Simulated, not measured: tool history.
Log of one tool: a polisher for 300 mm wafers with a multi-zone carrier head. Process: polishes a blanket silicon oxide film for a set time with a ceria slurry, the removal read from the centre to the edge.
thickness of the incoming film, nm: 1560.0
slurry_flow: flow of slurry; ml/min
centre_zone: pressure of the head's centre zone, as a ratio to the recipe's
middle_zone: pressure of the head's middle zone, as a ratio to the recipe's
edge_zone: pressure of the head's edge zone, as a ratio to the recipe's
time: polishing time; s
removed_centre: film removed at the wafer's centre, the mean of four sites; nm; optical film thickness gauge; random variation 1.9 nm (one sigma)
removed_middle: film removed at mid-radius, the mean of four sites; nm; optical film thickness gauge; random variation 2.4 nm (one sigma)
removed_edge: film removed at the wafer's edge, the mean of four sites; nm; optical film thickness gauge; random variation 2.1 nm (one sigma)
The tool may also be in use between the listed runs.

run 1 hour=0.0 | slurry_flow=150 centre_zone=1.00 middle_zone=1.00 edge_zone=1.00 time=50 | removed_centre=215.46 removed_middle=222.11 removed_edge=218.33
run 2 hour=8.3 | slurry_flow=125 centre_zone=1.00 middle_zone=1.00 edge_zone=1.00 time=50 | removed_centre=204.49 removed_middle=214.79 removed_edge=207.91
run 3 hour=12.6 | slurry_flow=120 centre_zone=0.98 middle_zone=0.97 edge_zone=1.00 time=49 | removed_centre=195.96 removed_middle=201.12 removed_edge=201.42
run 4 hour=18.1 | slurry_flow=115 centre_zone=0.96 middle_zone=0.95 edge_zone=1.00 time=49 | removed_centre=191.66 removed_middle=193.67 removed_edge=202.52
run 5 hour=22.7 | slurry_flow=115 centre_zone=0.96 middle_zone=0.92 edge_zone=1.00 time=49 | removed_centre=192.53 removed_middle=191.47 removed_edge=207.17
run 6 hour=29.5 | slurry_flow=110 centre_zone=0.95 middle_zone=0.92 edge_zone=0.99 time=48 | removed_centre=184.15 removed_middle=181.72 removed_edge=195.05
run 7 hour=36.8 | slurry_flow=105 centre_zone=0.94 middle_zone=0.92 edge_zone=0.99 time=48 | removed_centre=176.87 removed_middle=179.18 removed_edge=196.77

The next listed run, before its measurement:
run 8 hour=40.1 | slurry_flow=105 centre_zone=0.94 middle_zone=0.92 edge_zone=0.98 time=48 | removed_centre=? removed_middle=? removed_edge=?

removed_centre: 179.51 nm
removed_middle: 181.94 nm
removed_edge: 191.94 nm
